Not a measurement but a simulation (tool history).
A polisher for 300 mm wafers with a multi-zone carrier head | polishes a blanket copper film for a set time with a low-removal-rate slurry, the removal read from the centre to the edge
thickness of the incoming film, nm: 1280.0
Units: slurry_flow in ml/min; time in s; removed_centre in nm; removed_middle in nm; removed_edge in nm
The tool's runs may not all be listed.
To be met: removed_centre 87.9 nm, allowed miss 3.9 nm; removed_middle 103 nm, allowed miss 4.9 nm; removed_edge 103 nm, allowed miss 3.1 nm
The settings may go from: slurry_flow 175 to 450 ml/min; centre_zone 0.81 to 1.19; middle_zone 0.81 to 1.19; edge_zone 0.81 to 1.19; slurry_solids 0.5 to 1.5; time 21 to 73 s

run 1 hour=0 | slurry_flow=290 centre_zone=1 middle_zone=1 edge_zone=1 slurry_solids=1 time=47 | removed_centre=129.22 removed_middle=124.98 removed_edge=127.56
run 2 hour=7.1 | slurry_flow=335 centre_zone=1 middle_zone=1 edge_zone=1 slurry_solids=1 time=47 | removed_centre=126.42 removed_middle=128.48 removed_edge=128.48
run 3 hour=14.5 | slurry_flow=340 centre_zone=0.96 middle_zone=0.99 edge_zone=0.98 slurry_solids=0.85 time=46 | removed_centre=117.29 removed_middle=119.6 removed_edge=118.16
run 4 hour=20.9 | slurry_flow=350 centre_zone=0.92 middle_zone=0.99 edge_zone=1 slurry_solids=0.75 time=45 | removed_centre=106.87 removed_middle=111.53 removed_edge=114.5
run 5 hour=22.3 | slurry_flow=355 centre_zone=0.89 middle_zone=1 edge_zone=1 slurry_solids=0.7 time=44 | removed_centre=99.512 removed_middle=109.21 removed_edge=110.89
run 6 hour=26.9 | slurry_flow=355 centre_zone=0.87 middle_zone=1 edge_zone=0.99 slurry_solids=0.65 time=44 | removed_centre=95.424 removed_middle=107.39 removed_edge=107.68
run 7 hour=31.7 | slurry_flow=350 centre_zone=0.86 middle_zone=0.99 edge_zone=0.98 slurry_solids=0.65 time=44 | removed_centre=95.576 removed_middle=105.63 removed_edge=106.85
run 8 hour=36.4 | slurry_flow=350 centre_zone=0.85 middle_zone=0.99 edge_zone=0.98 slurry_solids=0.65 time=44 | removed_centre=95.378 removed_middle=104.46 removed_edge=106.79
run 9 hour=37.8 | slurry_flow=350 centre_zone=0.85 middle_zone=0.99 edge_zone=0.98 slurry_solids=0.65 time=44 | removed_centre=92.442 removed_middle=105.54 removed_edge=106.32
run 10 hour=41.4 | slurry_flow=345 centre_zone=0.84 middle_zone=0.99 edge_zone=0.97 slurry_solids=0.65 time=44 | removed_centre=91.608 removed_middle=106.89 removed_edge=108.94

Which of these 5 next moves meets every target?
run A hour=45 | slurry_flow=410 centre_zone=0.84 middle_zone=1 edge_zone=1.01 slurry_solids=0.7 time=41 | removed_centre=? removed_middle=? removed_edge=?
run B hour=45 | slurry_flow=365 centre_zone=0.9 middle_zone=1 edge_zone=1.05 slurry_solids=0.95 time=39 | removed_centre=? removed_middle=? removed_edge=?
run C hour=45 | slurry_flow=315 centre_zone=0.86 middle_zone=1.02 edge_zone=0.95 slurry_solids=0.6 time=41 | removed_centre=? removed_middle=? removed_edge=?
run D hour=45 | slurry_flow=295 centre_zone=0.94 middle_zone=1.07 edge_zone=1 slurry_solids=0.55 time=44 | removed_centre=? removed_middle=? removed_edge=?
run E hour=45 | slurry_flow=355 centre_zone=0.85 middle_zone=1.1 edge_zone=0.91 slurry_solids=0.75 time=43 | removed_centre=? removed_middle=? removed_edge=?

move=A removed_centre=88.278 removed_middle=102.02 removed_edge=103.68
move=B removed_centre=95.667 removed_middle=103.17 removed_edge=107.08
move=C removed_centre=85.652 removed_middle=98.355 removed_edge=95.928
move=D removed_centre=98.123 removed_middle=106.98 removed_edge=103.03
move=E removed_centre=94.245 removed_middle=116.17 removed_edge=104.23
A: meets every target
B: as far off as the last run
C: takes the result that was furthest off past its target
D: brings the result that was furthest off to its target, and leaves another outside
E: brings the result that was furthest off to its target, and leaves another outside
Answer: A
